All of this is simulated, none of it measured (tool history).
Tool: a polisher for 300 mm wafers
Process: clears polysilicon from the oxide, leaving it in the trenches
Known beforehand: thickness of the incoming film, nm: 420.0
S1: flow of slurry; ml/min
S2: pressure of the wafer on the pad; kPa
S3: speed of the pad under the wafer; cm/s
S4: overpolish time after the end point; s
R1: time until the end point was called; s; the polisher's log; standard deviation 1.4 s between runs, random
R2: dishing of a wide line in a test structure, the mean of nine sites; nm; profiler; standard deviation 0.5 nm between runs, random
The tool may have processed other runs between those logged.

run	day	S1	S2	S3	S4	R1	R2
1	0.000	220	22.1	76	15	39.569	42.067
2	0.079	220	19.3	72	12	47.954	37.939
3	0.108	220	15.9	72	12	55.730	36.172
4	0.262	220	19.3	72	12	47.030	39.421
5	0.429	195	19.3	72	12	48.433	38.901
6	0.725	195	19.3	64	12	50.953	38.811
7	1.062	230	17.2	62	10	57.484	34.340

What will run 8 give?
8	1.150	250	15.9	60	9	?	?

R1: 60.643 s
R2: 30.786 nm
